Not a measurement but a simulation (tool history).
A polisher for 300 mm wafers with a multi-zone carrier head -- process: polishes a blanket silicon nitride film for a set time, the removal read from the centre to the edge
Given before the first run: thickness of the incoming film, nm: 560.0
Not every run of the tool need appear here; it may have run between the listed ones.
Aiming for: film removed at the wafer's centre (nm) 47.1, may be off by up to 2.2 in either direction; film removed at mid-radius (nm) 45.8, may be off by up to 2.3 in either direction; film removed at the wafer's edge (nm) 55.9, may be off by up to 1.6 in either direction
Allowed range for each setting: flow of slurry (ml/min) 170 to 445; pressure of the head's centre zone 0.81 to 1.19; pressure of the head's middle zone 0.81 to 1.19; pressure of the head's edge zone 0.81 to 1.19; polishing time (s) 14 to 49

run,hour,flow of slurry (ml/min),pressure of the head's centre zone,pressure of the head's middle zone,pressure of the head's edge zone,polishing time (s),film removed at the wafer's centre (nm),film removed at mid-radius (nm),film removed at the wafer's edge (nm)
1,0,285,1,1,1,31,61.052,60.353,61.321
2,0.9,260,1,1,1,31,60.479,58.668,60.963
3,8.8,310,1,1,1,31,60.565,60.426,61.553
4,15.5,310,1.08,1,1,31,65.323,60.901,62.657
5,21.7,340,1.08,1,1,31,67.904,61.166,62.007
6,26.4,315,1.08,1,1,31,66.869,59.762,62.778
7,33.6,295,1.04,0.97,1.01,30,60.012,56.572,59.381
8,39.6,280,1.03,0.94,1.03,30,58.947,56.321,61.187
9,44.2,265,1.02,0.91,1.04,29,57.431,52.584,58.645
10,50.9,255,1,0.89,1.05,29,56.557,51.668,58.509
11,52.4,250,0.97,0.87,1.06,29,55.456,51.023,58.707
12,60.2,245,0.95,0.86,1.07,29,53.993,48.2,59.055
13,63.8,245,0.93,0.87,1.07,29,52.895,49.33,59.395
14,65.5,245,0.91,0.87,1.06,29,51.985,49.599,58.475

Which one of the following 5 next-run settings gets every result inside its allowed miss? There is exactly one.
A,67.2,250,0.88,0.81,1.16,28,?,?,?
B,67.2,200,0.87,0.86,1.06,28,?,?,?
C,67.2,240,0.95,0.94,1.02,28,?,?,?
D,67.2,240,1.05,0.88,1.05,30,?,?,?
E,67.2,245,1.03,0.94,0.9,29,?,?,?

move,film removed at the wafer's centre (nm),film removed at mid-radius (nm),film removed at the wafer's edge (nm)
A,48.648,44.79,59.355
B,47.055,46.122,55.82
C,52.396,50.459,55.393
D,62.07,51.149,60.248
E,58.99,52.341,54.146
A: meets the target for the result that was furthest off, but another lies outside its allowed miss
B: every result lands within tolerance
C: further off than the last run
D: further off than the last run
E: further off than the last run
Answer: B
